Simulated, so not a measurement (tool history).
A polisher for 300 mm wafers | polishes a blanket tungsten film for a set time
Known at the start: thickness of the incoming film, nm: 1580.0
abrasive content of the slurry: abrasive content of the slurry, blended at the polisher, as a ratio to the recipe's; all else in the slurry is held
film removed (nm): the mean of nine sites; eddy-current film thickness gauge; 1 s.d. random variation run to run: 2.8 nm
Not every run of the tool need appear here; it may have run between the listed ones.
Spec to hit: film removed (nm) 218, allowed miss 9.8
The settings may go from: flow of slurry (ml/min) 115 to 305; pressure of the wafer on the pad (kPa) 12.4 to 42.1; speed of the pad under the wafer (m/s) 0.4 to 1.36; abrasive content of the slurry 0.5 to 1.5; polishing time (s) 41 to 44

run,hour,flow of slurry (ml/min),pressure of the wafer on the pad (kPa),speed of the pad under the wafer (m/s),abrasive content of the slurry,polishing time (s),film removed (nm)
1,0,195,26.9,0.88,1,41,143.76
2,6.8,195,26.9,0.88,1.15,41,143.81
3,7.8,195,26.9,0.88,1.25,41,143.97
4,10.1,195,26.9,0.68,1.25,41,115.12
5,16.2,195,26.9,0.82,1.25,41,137.57
6,16.7,145,26.9,0.82,1.25,41,134.15
7,17.8,145,29.6,0.82,1.25,41,137.92
8,20.5,150,32.4,0.86,1.25,41,161.46
9,21.6,150,34.5,0.86,1.25,41,166.99
10,25.9,150,35.9,0.88,1.25,41,175.72
11,26.7,150,37.2,0.9,1.25,41,190.5
12,31.6,155,37.9,0.9,1.25,41,190.4
13,35.9,155,38.6,0.9,1.25,41,193.36
14,36.5,155,39.3,0.9,1.25,41,197.21
15,41.4,155,40,0.9,1.25,41,200.42
16,49.5,155,40.7,0.9,1.25,41,204.77

5 candidate next runs follow, results not yet known. Just one meets every target within its allowed miss. Identify it.
A,57.6,150,41.4,0.86,1.1,41,?
B,57.6,150,38.6,0.88,1.2,41,?
C,57.6,200,42.1,0.8,1.05,42,?
D,57.6,125,31,1.02,1.15,44,?
E,57.6,135,40,0.98,1.3,43,?

move,film removed (nm)
A,191.3
B,187.9
C,192.96
D,186.07
E,223.53
A: further off than the last run
B: further off than the last run
C: further off than the last run
D: further off than the last run
E: each result inside its tolerance
Correct choice: E, which meets every target
